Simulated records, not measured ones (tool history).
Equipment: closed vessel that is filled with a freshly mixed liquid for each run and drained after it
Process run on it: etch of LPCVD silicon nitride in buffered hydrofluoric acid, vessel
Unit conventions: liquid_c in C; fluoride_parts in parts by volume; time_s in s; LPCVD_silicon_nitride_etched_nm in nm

| run | hour | liquid_c | fluoride_parts | time_s | LPCVD_silicon_nitride_etched_nm |
|---|---|---|---|---|---|
| 1 | 0 | 21 | 16.5 | 2345 | 18.553 |
| 2 | 2.4 | 19 | 16.5 | 2345 | 16.604 |
| 3 | 7.6 | 21 | 16.5 | 2345 | 18.493 |
| 4 | 11.9 | 18.5 | 16.5 | 2345 | 16.152 |
| 5 | 18 | 18.5 | 16.5 | 2345 | 16.185 |
| 6 | 27.5 | 18.5 | 16.5 | 2515 | 17.188 |
| 7 | 34.3 | 20 | 16.5 | 2515 | 18.783 |
| 8 | 41.6 | 21.5 | 16.5 | 2515 | 20.487 |
| 9 | 47.1 | 21.5 | 16.5 | 2515 | 20.379 |
| 10 | 53.6 | 23 | 16.5 | 2515 | 22.251 |
| 11 | 57.1 | 24 | 16.5 | 2515 | 23.371 |

Expected results for the next run?
| 12 | 63.5 | 25 | 16.5 | 2515 | ? |

For run 12 the tool returned LPCVD_silicon_nitride_etched_nm 24.781 nm.
